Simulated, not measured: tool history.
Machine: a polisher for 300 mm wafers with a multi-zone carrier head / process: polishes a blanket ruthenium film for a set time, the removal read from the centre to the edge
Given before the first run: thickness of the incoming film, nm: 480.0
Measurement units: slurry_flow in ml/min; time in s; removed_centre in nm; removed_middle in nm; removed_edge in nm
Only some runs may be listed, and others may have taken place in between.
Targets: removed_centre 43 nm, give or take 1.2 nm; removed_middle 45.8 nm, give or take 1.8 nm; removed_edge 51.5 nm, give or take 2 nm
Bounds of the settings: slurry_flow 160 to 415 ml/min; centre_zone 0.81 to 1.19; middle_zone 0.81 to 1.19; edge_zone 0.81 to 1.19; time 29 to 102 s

run 1 day=0 | slurry_flow=265 centre_zone=1 middle_zone=1 edge_zone=1 time=65 | removed_centre=35.45 removed_middle=35.134 removed_edge=35.837
run 2 day=0.146 | slurry_flow=200 centre_zone=1 middle_zone=1 edge_zone=1 time=65 | removed_centre=34.696 removed_middle=34.58 removed_edge=36.235
run 3 day=0.312 | slurry_flow=200 centre_zone=1 middle_zone=1 edge_zone=1.04 time=65 | removed_centre=35.034 removed_middle=34.879 removed_edge=35.896
run 4 day=0.558 | slurry_flow=200 centre_zone=1 middle_zone=1 edge_zone=0.97 time=65 | removed_centre=35.243 removed_middle=33.761 removed_edge=35.064
run 5 day=0.858 | slurry_flow=195 centre_zone=0.99 middle_zone=0.99 edge_zone=1 time=69 | removed_centre=36.111 removed_middle=36.608 removed_edge=37.682
run 6 day=1.188 | slurry_flow=190 centre_zone=0.99 middle_zone=0.96 edge_zone=1.03 time=73 | removed_centre=38.565 removed_middle=37.719 removed_edge=39.987
run 7 day=1.45 | slurry_flow=185 centre_zone=0.97 middle_zone=0.94 edge_zone=1.06 time=76 | removed_centre=39.021 removed_middle=38.848 removed_edge=42.476
run 8 day=1.542 | slurry_flow=180 centre_zone=0.96 middle_zone=0.94 edge_zone=1.08 time=78 | removed_centre=39.698 removed_middle=39.815 removed_edge=44.032

Exercise: of the 4 proposed moves below, exactly one satisfies all targets within the stated allowed misses. Which move is it?
run A day=1.633 | slurry_flow=225 centre_zone=0.93 middle_zone=0.99 edge_zone=1.19 time=86 | removed_centre=? removed_middle=? removed_edge=?
run B day=1.633 | slurry_flow=160 centre_zone=0.91 middle_zone=0.81 edge_zone=0.92 time=90 | removed_centre=? removed_middle=? removed_edge=?
run C day=1.633 | slurry_flow=265 centre_zone=0.98 middle_zone=1.09 edge_zone=1.07 time=80 | removed_centre=? removed_middle=? removed_edge=?
run D day=1.633 | slurry_flow=180 centre_zone=0.96 middle_zone=1.04 edge_zone=1.05 time=85 | removed_centre=? removed_middle=? removed_edge=?

move=A removed_centre=43.162 removed_middle=45.562 removed_edge=51.927
move=B removed_centre=42.692 removed_middle=41.591 removed_edge=47.758
move=C removed_centre=42.979 removed_middle=45.366 removed_edge=46.524
move=D removed_centre=43.115 removed_middle=45.414 removed_edge=47.874
A: every result lands within tolerance
B: better than the last run, though not everything is in spec
C: better than the last run, though not everything is in spec
D: better than the last run, though not everything is in spec
Move A is the one to make.

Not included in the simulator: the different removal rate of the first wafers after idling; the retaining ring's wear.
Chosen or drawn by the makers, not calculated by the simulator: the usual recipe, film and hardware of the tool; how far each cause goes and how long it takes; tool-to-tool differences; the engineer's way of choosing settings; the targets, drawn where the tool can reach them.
